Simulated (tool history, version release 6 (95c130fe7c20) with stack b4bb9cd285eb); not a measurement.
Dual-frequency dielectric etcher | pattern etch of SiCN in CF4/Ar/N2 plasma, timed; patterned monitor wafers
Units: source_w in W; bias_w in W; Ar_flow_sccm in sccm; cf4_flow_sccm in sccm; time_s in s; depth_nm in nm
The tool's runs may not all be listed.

| run | hour | source_w | bias_w | Ar_flow_sccm | cf4_flow_sccm | time_s | depth_nm |
|---|---|---|---|---|---|---|---|
| 1 | 0.0 | 370 | 58 | 72 | 82 | 110.5 | 75.001 |
| 2 | 0.6 | 350 | 57 | 72 | 82 | 110.5 | 70.966 |
| 3 | 4.9 | 340 | 57 | 72 | 82 | 110.5 | 69.039 |
| 4 | 9.2 | 340 | 57 | 72 | 82 | 110.5 | 68.487 |
| 5 | 9.8 | 340 | 57 | 72 | 82 | 115.5 | 72.554 |
| 6 | 14.5 | 340 | 57 | 72 | 69 | 115.5 | 70.492 |

Run 7 comes next. What will it give?
| 7 | 17.3 | 330 | 57 | 72 | 69 | 115.5 | ? |

depth_nm: 69.374 nm
